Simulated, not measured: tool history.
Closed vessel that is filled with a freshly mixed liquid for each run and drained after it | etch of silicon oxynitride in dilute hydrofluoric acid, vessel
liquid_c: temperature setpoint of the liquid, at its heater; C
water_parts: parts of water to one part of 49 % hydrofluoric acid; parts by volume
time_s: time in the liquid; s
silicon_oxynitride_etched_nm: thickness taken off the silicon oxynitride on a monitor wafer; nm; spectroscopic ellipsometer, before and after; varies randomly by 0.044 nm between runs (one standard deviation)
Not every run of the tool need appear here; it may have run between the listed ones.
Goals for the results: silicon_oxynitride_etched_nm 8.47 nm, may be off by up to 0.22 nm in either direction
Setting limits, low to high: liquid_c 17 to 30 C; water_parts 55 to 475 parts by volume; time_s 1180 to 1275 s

run    day  liquid_c  water_parts  time_s  silicon_oxynitride_etched_nm
  1      0        22          265    1180                        9.4997
  2  0.292        22          265    1275                        10.121
  3  0.375        21          265    1275                        9.8278
  4  0.621      20.5          265    1275                        9.5267
  5  0.721      20.5          325    1275                        7.5029
  6  1.042        21          325    1275                        7.6501
  7  1.162      21.5          325    1275                        7.7577
  8  1.367      21.5          325    1275                         7.908
  9  1.558        22          325    1275                        8.0416
 10  1.796      22.5          325    1275                        8.2039

Which single option among these 5 for the next run brings every result within its allowed miss of target? Just one does.
  A  2.033      25.5          345    1180                             ?
  B  2.033        19          300    1275                             ?
  C  2.033      18.5          265    1245                             ?
  D  2.033        22          310    1180                             ?
  E  2.033      24.5          340    1220                             ?

move  silicon_oxynitride_etched_nm
   A                        7.9873
   B                        7.7325
   C                         8.529
   D                        7.8549
   E                        8.0699
A: further off than the last run
B: further off than the last run
C: hits every target within its allowed miss
D: further off than the last run
E: further off than the last run
C meets every target.
